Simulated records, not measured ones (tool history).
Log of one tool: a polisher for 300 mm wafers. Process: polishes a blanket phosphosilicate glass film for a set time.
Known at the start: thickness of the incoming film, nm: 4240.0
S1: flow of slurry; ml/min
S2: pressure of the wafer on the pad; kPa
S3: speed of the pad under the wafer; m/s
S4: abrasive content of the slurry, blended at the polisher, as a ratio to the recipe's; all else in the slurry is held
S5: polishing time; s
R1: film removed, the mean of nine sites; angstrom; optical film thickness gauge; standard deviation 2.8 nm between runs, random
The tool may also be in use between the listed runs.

{"run": 1, "hour": 0.0, "S1": 185, "S2": 18.6, "S3": 1.18, "S4": 1, "S5": 34, "R1": 3342.8}
{"run": 2, "hour": 4.1, "S1": 185, "S2": 22.1, "S3": 1.18, "S4": 1, "S5": 34, "R1": 3946.1}
{"run": 3, "hour": 7.3, "S1": 185, "S2": 22.1, "S3": 1.18, "S4": 1, "S5": 31, "R1": 3572}
{"run": 4, "hour": 8.0, "S1": 185, "S2": 22.1, "S3": 1.18, "S4": 0.95, "S5": 31, "R1": 3509.1}
{"run": 5, "hour": 13.0, "S1": 185, "S2": 22.1, "S3": 1.18, "S4": 1.05, "S5": 31, "R1": 3649.6}
{"run": 6, "hour": 20.3, "S1": 140, "S2": 22.1, "S3": 1.18, "S4": 1.05, "S5": 31, "R1": 3563}
{"run": 7, "hour": 20.8, "S1": 140, "S2": 22.1, "S3": 1.18, "S4": 1.05, "S5": 31, "R1": 3555.7}
{"run": 8, "hour": 28.8, "S1": 145, "S2": 22.8, "S3": 1.18, "S4": 1.05, "S5": 31, "R1": 3633.2}

For run 9, what comes out?
{"run": 9, "hour": 34.8, "S1": 150, "S2": 23.4, "S3": 1.18, "S4": 1.05, "S5": 31, "R1": "?"}

Run 9 measured R1 3790.7 angstrom.

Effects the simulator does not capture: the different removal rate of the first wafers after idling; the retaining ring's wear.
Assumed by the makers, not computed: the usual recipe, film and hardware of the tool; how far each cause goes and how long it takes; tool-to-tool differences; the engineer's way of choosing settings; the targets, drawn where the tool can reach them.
